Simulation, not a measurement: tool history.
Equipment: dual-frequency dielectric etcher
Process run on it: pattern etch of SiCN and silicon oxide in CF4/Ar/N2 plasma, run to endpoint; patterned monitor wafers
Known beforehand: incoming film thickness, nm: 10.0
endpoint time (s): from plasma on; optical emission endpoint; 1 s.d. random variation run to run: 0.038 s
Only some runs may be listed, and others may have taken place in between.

run,hour,source power (kW),bias power (kW),Ar flow (sccm),CF4 flow (sccm),endpoint time (s)
1,0,0.41,0.063,106,43,13.917
2,7.6,0.42,0.063,106,43,13.651
3,14,0.48,0.063,106,43,12.057
4,21.3,0.48,0.063,97,43,11.925
5,29.8,0.48,0.054,97,43,12.408
6,38.8,0.48,0.054,97,38,12.497
7,40.7,0.49,0.054,97,38,12.319

Forecast run 8:
8,45.9,0.51,0.054,97,38,?

Run 8 produced endpoint time (s) 11.859.
